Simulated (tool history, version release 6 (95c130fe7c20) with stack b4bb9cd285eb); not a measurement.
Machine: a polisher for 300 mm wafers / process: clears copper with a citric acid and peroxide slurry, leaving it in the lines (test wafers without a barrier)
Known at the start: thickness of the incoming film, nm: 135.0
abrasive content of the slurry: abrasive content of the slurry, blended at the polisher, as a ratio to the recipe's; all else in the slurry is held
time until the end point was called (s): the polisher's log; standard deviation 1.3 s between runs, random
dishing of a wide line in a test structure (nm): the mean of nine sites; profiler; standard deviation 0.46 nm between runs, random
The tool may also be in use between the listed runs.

| run | hour | flow of slurry (ml/min) | pressure of the wafer on the pad (psi) | speed of the pad under the wafer (m/s) | abrasive content of the slurry | overpolish time after the end point (s) | time until the end point was called (s) | dishing of a wide line in a test structure (nm) |
|---|---|---|---|---|---|---|---|---|
| 1 | 0.0 | 265 | 2.1 | 1.02 | 1.0 | 18 | 78.502 | 23.144 |
| 2 | 2.7 | 265 | 2.1 | 1.20 | 1.0 | 18 | 65.815 | 26.740 |
| 3 | 5.1 | 265 | 2.1 | 1.36 | 1.0 | 18 | 58.854 | 29.652 |
| 4 | 10.3 | 220 | 2.1 | 1.36 | 1.0 | 18 | 60.076 | 29.255 |
| 5 | 15.2 | 220 | 2.0 | 1.36 | 1.0 | 19 | 63.472 | 28.824 |
| 6 | 22.6 | 220 | 1.9 | 1.36 | 1.0 | 20 | 66.049 | 29.329 |
| 7 | 23.4 | 220 | 1.9 | 1.36 | 1.0 | 20 | 67.126 | 29.607 |
| 8 | 29.4 | 220 | 1.8 | 1.36 | 1.0 | 20 | 68.559 | 28.920 |
| 9 | 34.3 | 220 | 1.7 | 1.34 | 1.0 | 20 | 74.578 | 24.613 |
| 10 | 39.9 | 220 | 1.6 | 1.34 | 1.0 | 21 | 77.524 | 26.025 |

Run 11 is up next; what results do you expect?
| 11 | 41.2 | 220 | 1.5 | 1.34 | 1.0 | 21 | ? | ? |

time until the end point was called (s): 83.746
dishing of a wide line in a test structure (nm): 24.213
